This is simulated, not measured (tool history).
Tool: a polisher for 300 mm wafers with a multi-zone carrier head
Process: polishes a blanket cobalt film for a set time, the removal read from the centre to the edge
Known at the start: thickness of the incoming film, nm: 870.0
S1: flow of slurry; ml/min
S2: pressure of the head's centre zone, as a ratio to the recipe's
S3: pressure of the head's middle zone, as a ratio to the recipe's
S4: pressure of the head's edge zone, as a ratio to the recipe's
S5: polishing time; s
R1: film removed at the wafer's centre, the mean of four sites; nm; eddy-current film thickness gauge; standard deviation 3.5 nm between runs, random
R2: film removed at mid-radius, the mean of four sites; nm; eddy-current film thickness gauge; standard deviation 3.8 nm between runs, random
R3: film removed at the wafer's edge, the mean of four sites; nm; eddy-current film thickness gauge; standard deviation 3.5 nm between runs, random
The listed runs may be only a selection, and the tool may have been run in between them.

run    day   S1    S2    S3    S4  S5      R1      R2      R3
  1  0.000  170  1.00  1.00  1.00  44  247.96  261.88  264.30
  2  0.275  170  1.05  1.00  1.00  44  268.39  265.89  265.54
  3  0.512  170  1.05  1.05  1.00  44  265.79  271.80  268.66
  4  0.875  135  1.05  1.05  1.00  44  259.14  260.26  260.96
  5  0.942  155  1.03  1.09  1.06  47  276.07  299.03  290.77
  6  1.117  165  1.00  1.08  1.10  49  283.27  304.76  305.20
  7  1.392  165  1.00  1.08  1.10  49  282.51  308.36  313.54
  8  1.421  180  0.98  1.10  1.13  50  286.00  323.07  324.09

Run 9 comes next. What will it give?
  9  1.721  190  0.96  1.11  1.15  51   ?   ?   ?

R1: 287.56 nm
R2: 340.77 nm
R3: 332.29 nm
